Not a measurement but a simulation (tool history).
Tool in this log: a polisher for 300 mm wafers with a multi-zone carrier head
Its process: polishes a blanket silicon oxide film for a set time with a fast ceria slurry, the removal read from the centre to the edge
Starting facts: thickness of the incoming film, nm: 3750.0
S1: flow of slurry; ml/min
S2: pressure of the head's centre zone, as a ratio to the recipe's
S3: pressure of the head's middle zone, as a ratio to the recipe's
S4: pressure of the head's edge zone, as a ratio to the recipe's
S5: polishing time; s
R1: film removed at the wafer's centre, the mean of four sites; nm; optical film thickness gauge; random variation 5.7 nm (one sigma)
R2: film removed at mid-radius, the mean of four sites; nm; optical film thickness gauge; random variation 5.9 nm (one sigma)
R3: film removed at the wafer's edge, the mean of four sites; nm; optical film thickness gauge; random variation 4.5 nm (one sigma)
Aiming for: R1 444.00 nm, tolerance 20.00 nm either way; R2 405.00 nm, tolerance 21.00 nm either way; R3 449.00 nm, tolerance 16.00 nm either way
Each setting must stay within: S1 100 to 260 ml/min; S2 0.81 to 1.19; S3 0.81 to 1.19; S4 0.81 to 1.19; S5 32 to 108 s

run	hour	S1	S2	S3	S4	S5	R1	R2	R3
1	0.0	165	1.00	1.00	1.00	70	943.81	910.99	937.51
2	2.7	165	1.00	1.00	1.00	63	878.51	822.74	829.33
3	9.5	165	1.00	1.00	0.91	63	863.76	834.47	817.72
4	10.2	165	1.00	1.00	0.85	63	844.38	833.99	779.86
5	18.2	150	0.97	0.95	0.84	55	707.91	669.22	678.65
6	24.8	150	0.97	1.03	0.84	55	717.01	739.37	675.21
7	29.0	135	0.96	0.99	0.83	49	608.03	608.45	594.64
8	33.1	130	0.96	0.97	0.83	45	549.29	550.60	541.60
9	33.7	125	0.96	0.94	0.83	43	525.24	515.39	504.72
10	38.3	120	0.95	0.91	0.84	42	509.97	480.12	494.42
11	44.9	115	0.94	0.89	0.84	41	479.96	454.10	485.73
12	53.4	115	0.94	0.88	0.84	40	468.94	444.56	470.43
13	61.8	110	0.94	0.87	0.84	40	472.88	424.95	470.79

Exercise: of the 5 proposed moves below, exactly one satisfies all targets within the stated allowed misses. Which move is it?
A	70.2	100	0.92	0.89	0.84	44	?	?	?
B	70.2	115	1.08	0.91	0.81	38	?	?	?
C	70.2	120	0.94	0.84	0.86	37	?	?	?
D	70.2	160	1.14	0.90	0.81	35	?	?	?
E	70.2	105	0.97	0.81	0.87	44	?	?	?

move	R1	R2	R3
A	488.74	471.60	503.99
B	517.30	428.88	439.81
C	442.85	398.24	441.84
D	544.10	419.59	425.37
E	523.17	446.31	516.13
A: its largest miss is bigger than the last run's
B: its largest miss is bigger than the last run's
C: each result inside its tolerance
D: its largest miss is bigger than the last run's
E: its largest miss is bigger than the last run's
The move that meets every target is C.
